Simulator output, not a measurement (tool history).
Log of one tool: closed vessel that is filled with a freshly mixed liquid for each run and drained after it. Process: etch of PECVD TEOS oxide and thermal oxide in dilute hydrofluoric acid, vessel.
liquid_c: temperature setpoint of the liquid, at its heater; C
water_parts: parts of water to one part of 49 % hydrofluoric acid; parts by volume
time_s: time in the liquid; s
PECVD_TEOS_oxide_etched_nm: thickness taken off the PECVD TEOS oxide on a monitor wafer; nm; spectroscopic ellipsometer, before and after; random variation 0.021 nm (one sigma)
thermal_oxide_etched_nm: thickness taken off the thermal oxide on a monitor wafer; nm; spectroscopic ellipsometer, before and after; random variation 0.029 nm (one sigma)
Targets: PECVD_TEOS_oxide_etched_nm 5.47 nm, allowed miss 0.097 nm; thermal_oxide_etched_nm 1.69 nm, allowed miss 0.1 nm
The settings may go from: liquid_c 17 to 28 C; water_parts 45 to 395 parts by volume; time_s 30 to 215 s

run  hour  liquid_c  water_parts  time_s  PECVD_TEOS_oxide_etched_nm  thermal_oxide_etched_nm
  1     0        20          220     110                      6.5203                   2.0019
  2   2.2        20          220     155                      9.2087                   2.8133
  3   5.2        20          220     185                      10.973                   3.2848
  4  12.8      22.5          220     185                      11.987                    3.666
  5  13.7      21.5          250     185                      9.8499                   2.9913
  6  18.8      20.5          270     185                      8.6743                    2.645
  7  20.8        20          285     185                      7.9677                   2.4591
  8  28.3      19.5          300     185                      7.3567                   2.2935
  9  36.2        19          310     185                      6.8647                   2.0607
     37.3  -- thermometer replaced
 10  37.3        19          320     185                      6.0926                   1.8906
 11    43      18.5          320     185                      5.9378                   1.8551
 12  44.5        18          320     185                      5.8825                   1.7768
 13  46.2      17.5          325     185                      5.6488                   1.7814

Which of these 4 next moves meets every target?
  A  47.9      21.5          390     210                           ?                        ?
  B  47.9        17          315     185                           ?                        ?
  C  47.9        17          370     215                           ?                        ?
  D  47.9        25          335     155                           ?                        ?

move  PECVD_TEOS_oxide_etched_nm  thermal_oxide_etched_nm
   A                      5.8344                   1.7699
   B                       5.768                   1.7498
   C                      5.4587                   1.6559
   D                      5.9335                      1.8
A: further off than the last run
B: further off than the last run
C: meets every target
D: further off than the last run
Answer: C

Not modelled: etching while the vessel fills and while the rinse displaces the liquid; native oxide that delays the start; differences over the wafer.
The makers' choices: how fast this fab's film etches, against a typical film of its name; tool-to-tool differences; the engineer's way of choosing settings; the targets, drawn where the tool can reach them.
